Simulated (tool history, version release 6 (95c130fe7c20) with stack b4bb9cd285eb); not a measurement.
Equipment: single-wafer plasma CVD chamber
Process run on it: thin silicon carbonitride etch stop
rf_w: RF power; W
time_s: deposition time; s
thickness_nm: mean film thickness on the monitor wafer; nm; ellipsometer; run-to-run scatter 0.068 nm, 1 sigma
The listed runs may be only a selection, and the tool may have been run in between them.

run 1 hour=0.0 | rf_w=160 time_s=16.1 | thickness_nm=9.1459
run 2 hour=1.5 | rf_w=165 time_s=16.5 | thickness_nm=9.4864
run 3 hour=10.0 | rf_w=145 time_s=16.5 | thickness_nm=8.9818
run 4 hour=14.0 | rf_w=130 time_s=16.5 | thickness_nm=8.8415
run 5 hour=20.0 | rf_w=135 time_s=16.9 | thickness_nm=9.0688
run 6 hour=20.8 | rf_w=140 time_s=17.2 | thickness_nm=9.4211
run 7 hour=28.5 | rf_w=145 time_s=17.4 | thickness_nm=9.4949
run 8 hour=32.2 | rf_w=150 time_s=17.7 | thickness_nm=9.7688

The next listed run, before its measurement:
run 9 hour=36.0 | rf_w=155 time_s=17.9 | thickness_nm=?

{"run 9": {"thickness_nm": 9.9958}}
